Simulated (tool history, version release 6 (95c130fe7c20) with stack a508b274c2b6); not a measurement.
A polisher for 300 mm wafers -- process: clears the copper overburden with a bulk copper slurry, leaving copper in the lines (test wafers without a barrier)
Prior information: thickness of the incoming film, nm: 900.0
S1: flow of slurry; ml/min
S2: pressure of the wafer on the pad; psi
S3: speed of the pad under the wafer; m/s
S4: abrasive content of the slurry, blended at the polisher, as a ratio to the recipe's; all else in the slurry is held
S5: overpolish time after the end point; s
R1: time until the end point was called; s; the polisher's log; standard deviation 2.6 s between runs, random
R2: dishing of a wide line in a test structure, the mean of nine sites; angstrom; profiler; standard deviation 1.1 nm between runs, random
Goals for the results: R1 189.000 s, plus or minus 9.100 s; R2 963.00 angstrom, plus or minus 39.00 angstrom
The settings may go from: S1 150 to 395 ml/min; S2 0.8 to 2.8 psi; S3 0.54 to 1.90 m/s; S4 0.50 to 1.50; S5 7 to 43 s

Run 1, hour 0.0: S1 250 ml/min, S2 1.8 psi, S3 1.22 m/s, S4 1.00, S5 22 s. Result: R1 144.430 s, R2 812.90 angstrom.
Run 2, hour 2.0: S1 220 ml/min, S2 1.8 psi, S3 1.22 m/s, S4 1.00, S5 22 s. Result: R1 141.870 s, R2 793.02 angstrom.
Run 3, hour 5.2: S1 220 ml/min, S2 2.2 psi, S3 1.22 m/s, S4 1.00, S5 22 s. Result: R1 120.230 s, R2 920.77 angstrom.
Run 4, hour 10.6: S1 220 ml/min, S2 2.2 psi, S3 1.44 m/s, S4 1.00, S5 22 s. Result: R1 100.180 s, R2 997.41 angstrom.
Run 5, hour 18.8: S1 220 ml/min, S2 2.2 psi, S3 1.44 m/s, S4 1.00, S5 17 s. Result: R1 99.945 s, R2 863.78 angstrom.
Run 6, hour 20.7: S1 220 ml/min, S2 2.2 psi, S3 1.68 m/s, S4 1.00, S5 17 s. Result: R1 88.676 s, R2 944.03 angstrom.
Run 7, hour 21.6: S1 220 ml/min, S2 1.9 psi, S3 1.66 m/s, S4 1.00, S5 21 s. Result: R1 101.600 s, R2 950.85 angstrom.
Run 8, hour 30.2: S1 220 ml/min, S2 1.7 psi, S3 1.62 m/s, S4 1.00, S5 24 s. Result: R1 116.020 s, R2 934.50 angstrom.
Run 9, hour 37.6: S1 220 ml/min, S2 1.5 psi, S3 1.58 m/s, S4 1.00, S5 27 s. Result: R1 136.310 s, R2 878.72 angstrom.
Run 10, hour 39.9: S1 220 ml/min, S2 1.4 psi, S3 1.56 m/s, S4 1.00, S5 30 s. Result: R1 144.040 s, R2 875.76 angstrom.
Run 11, hour 47.3: S1 230 ml/min, S2 1.3 psi, S3 1.52 m/s, S4 1.00, S5 33 s. Result: R1 159.600 s, R2 897.04 angstrom.
Run 12, hour 51.1: S1 230 ml/min, S2 1.3 psi, S3 1.50 m/s, S4 1.00, S5 35 s. Result: R1 164.830 s, R2 908.66 angstrom.
Run 13, hour 55.0: S1 225 ml/min, S2 1.1 psi, S3 1.48 m/s, S4 1.00, S5 43 s. Result: R1 193.250 s, R2 848.14 angstrom.
Run 14, hour 61.3: S1 295 ml/min, S2 1.5 psi, S3 1.18 m/s, S4 0.90, S5 43 s. Result: R1 174.630 s, R2 959.14 angstrom.
Run 15, hour 62.1: S1 275 ml/min, S2 1.5 psi, S3 1.16 m/s, S4 1.00, S5 43 s. Result: R1 175.230 s, R2 953.71 angstrom.

5 candidate next runs follow, results not yet known. Just one meets every target within its allowed miss. Identify it.
Run A, hour 62.9: S1 340 ml/min, S2 1.3 psi, S3 1.64 m/s, S4 0.65, S5 38 s. Result: R1 ?, R2 ?.
Run B, hour 62.9: S1 240 ml/min, S2 1.8 psi, S3 1.06 m/s, S4 1.00, S5 37 s. Result: R1 ?, R2 ?.
Run C, hour 62.9: S1 335 ml/min, S2 1.6 psi, S3 1.18 m/s, S4 1.30, S5 33 s. Result: R1 ?, R2 ?.
Run D, hour 62.9: S1 335 ml/min, S2 1.6 psi, S3 1.08 m/s, S4 1.15, S5 43 s. Result: R1 ?, R2 ?.
Run E, hour 62.9: S1 275 ml/min, S2 1.5 psi, S3 1.08 m/s, S4 1.05, S5 43 s. Result: R1 ?, R2 ?.

move       R1       R2
   A  158.150   941.16
   B  158.930   997.27
   C  143.660   967.63
   D  162.190  1028.00
   E  180.660   969.17
A: the biggest miss grows against the last run
B: the biggest miss grows against the last run
C: the biggest miss grows against the last run
D: the biggest miss grows against the last run
E: all results in spec
Go with E: it meets all targets.

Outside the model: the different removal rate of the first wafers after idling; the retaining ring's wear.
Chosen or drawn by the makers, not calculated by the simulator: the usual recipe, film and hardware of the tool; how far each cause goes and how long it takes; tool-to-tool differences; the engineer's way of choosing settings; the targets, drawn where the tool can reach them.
